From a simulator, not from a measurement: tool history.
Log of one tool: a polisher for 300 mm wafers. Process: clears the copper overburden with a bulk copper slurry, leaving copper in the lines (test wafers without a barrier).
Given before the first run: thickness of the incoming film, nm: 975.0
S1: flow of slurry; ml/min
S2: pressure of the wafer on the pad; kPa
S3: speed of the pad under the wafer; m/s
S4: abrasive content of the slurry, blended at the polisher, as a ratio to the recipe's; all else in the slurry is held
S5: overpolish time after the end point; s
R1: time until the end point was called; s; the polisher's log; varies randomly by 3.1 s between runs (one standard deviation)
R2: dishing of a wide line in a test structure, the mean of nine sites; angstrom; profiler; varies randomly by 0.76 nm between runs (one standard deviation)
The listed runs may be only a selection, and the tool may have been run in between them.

run,hour,S1,S2,S3,S4,S5,R1,R2
1,0,290,14.5,1.06,1,18,120.2,743.94
2,4.6,290,14.5,1.06,1,14,119.43,629.39
3,13.2,290,14.5,1.06,0.9,14,120.76,619.12
4,19.5,290,14.5,1.06,0.75,14,130.72,587.74
5,23.6,290,14.5,1.06,0.75,19,126.92,712.05
6,31.8,235,14.5,1.06,0.75,19,131.95,696.27

The next listed run, before its measurement:
7,38.5,235,13.8,1.04,0.75,19,?,?

R1: 139.02 s
R2: 676.04 angstrom

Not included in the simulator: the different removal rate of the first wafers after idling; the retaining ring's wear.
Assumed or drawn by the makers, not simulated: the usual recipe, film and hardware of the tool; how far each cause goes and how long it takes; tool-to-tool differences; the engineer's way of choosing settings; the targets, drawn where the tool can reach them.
